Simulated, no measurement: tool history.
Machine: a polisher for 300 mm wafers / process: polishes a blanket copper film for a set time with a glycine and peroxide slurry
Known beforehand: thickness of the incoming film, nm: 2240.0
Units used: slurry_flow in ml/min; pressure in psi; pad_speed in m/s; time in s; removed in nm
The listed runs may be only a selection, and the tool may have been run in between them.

run	hour	slurry_flow	pressure	pad_speed	time	removed
1	0	270	1.7	1.26	45	168.02
2	4.3	270	2.1	1.26	45	195.11
3	7.7	270	1.8	1.24	45	172.23
4	14.3	270	1.6	1.22	45	154.11
5	16.2	270	1.6	1.52	45	179.99
6	21	270	1.4	1.5	45	159.34

Expected results for the next run?
7	28	270	1.3	1.5	45	?

Run 7 gave removed 154.96 nm.

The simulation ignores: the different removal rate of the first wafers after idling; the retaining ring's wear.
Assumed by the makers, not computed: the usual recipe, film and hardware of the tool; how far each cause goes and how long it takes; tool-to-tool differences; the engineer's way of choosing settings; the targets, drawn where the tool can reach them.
